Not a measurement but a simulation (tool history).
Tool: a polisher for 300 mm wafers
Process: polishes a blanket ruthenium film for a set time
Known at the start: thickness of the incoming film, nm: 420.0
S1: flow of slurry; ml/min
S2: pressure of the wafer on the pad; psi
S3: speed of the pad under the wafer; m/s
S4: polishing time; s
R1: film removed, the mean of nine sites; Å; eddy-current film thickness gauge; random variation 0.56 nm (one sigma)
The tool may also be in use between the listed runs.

run  hour   S1   S2    S3  S4      R1
  1   0.0  280  1.8  0.86  58  516.81
  2   7.0  280  1.8  0.78  58  473.67
  3  10.2  285  2.0  0.78  58  518.86
  4  14.1  285  2.0  0.56  58  381.52
  5  15.0  285  2.0  0.56  58  383.14
  6  16.7  285  1.8  0.56  58  340.75
  7  23.9  285  2.1  0.60  58  423.62
  8  32.0  285  2.3  0.64  58  488.77
  9  36.0  290  2.4  0.68  58  544.98

The next listed run, before its measurement:
 10  44.3  290  2.5  0.70  58   ?

{"run 10": {"R1": 577.63}}
